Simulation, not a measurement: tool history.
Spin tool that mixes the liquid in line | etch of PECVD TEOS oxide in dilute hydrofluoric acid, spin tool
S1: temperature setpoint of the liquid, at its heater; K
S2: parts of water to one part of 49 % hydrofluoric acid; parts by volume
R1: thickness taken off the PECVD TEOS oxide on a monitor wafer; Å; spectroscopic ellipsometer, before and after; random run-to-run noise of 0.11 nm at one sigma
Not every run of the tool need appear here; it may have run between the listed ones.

Run 1, day 0.000: S1 296.15 K, S2 60 parts by volume, time under the liquid (s) 130. Result: R1 192.79 Å.
Run 2, day 0.121: S1 296.15 K, S2 80 parts by volume, time under the liquid (s) 130. Result: R1 139.84 Å.
Run 3, day 0.275: S1 294.65 K, S2 80 parts by volume, time under the liquid (s) 130. Result: R1 131.51 Å.
Run 4, day 0.404: S1 294.65 K, S2 80 parts by volume, time under the liquid (s) 130. Result: R1 131.44 Å.
Run 5, day 0.696: S1 293.65 K, S2 80 parts by volume, time under the liquid (s) 130. Result: R1 125.57 Å.
Run 6, day 0.912: S1 293.15 K, S2 80 parts by volume, time under the liquid (s) 130. Result: R1 121.87 Å.
Run 7, day 1.250: S1 292.65 K, S2 80 parts by volume, time under the liquid (s) 130. Result: R1 120.60 Å.

Estimate the outcome of run 8 from the log above:
Run 8, day 1.450: S1 292.15 K, S2 80 parts by volume, time under the liquid (s) 130. Result: R1 ?.

Run 8 gave R1 117.94 Å.

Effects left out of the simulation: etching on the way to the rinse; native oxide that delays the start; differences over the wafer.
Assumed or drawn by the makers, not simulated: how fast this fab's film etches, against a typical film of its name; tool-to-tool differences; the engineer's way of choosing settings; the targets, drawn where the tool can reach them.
